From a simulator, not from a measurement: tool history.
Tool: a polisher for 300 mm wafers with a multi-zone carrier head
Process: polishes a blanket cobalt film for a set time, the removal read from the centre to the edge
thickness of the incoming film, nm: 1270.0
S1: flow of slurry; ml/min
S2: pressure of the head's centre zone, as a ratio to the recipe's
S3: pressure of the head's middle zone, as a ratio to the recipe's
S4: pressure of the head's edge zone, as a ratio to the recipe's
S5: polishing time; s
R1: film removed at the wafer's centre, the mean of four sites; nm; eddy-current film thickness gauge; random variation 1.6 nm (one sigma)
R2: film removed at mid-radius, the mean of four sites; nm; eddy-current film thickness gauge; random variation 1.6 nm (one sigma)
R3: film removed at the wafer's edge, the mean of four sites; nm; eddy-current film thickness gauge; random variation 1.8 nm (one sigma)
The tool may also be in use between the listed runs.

run  hour   S1    S2    S3    S4  S5      R1      R2      R3
  1   0.0  225  1.00  1.00  1.00  53  295.18  294.85  294.78
  2   1.0  225  1.00  1.00  1.04  53  296.63  295.96  294.88
  3   8.2  225  1.00  1.00  1.00  53  292.70  294.96  290.18
  4   8.7  225  1.00  1.00  1.06  53  294.04  295.16  300.13
  5  12.7  225  1.00  1.00  1.06  60  333.95  332.28  337.87
  6  19.3  225  1.00  0.98  1.02  57  318.73  313.39  309.09
  7  23.6  210  0.98  0.95  1.02  55  297.55  297.16  306.07
  8  25.6  215  0.98  0.93  0.99  53  287.17  279.70  284.29
  9  30.0  210  0.97  0.91  0.97  52  279.04  270.31  278.16
 10  36.2  205  0.97  0.89  0.94  51  272.64  263.19  271.35
 11  43.3  205  0.97  0.88  0.92  50  266.30  257.35  258.64

Forecast run 12:
 12  48.0  200  0.97  0.87  0.91  50   ?   ?   ?

{"run 12": {"R1": 266.63, "R2": 252.09, "R3": 262.12}}
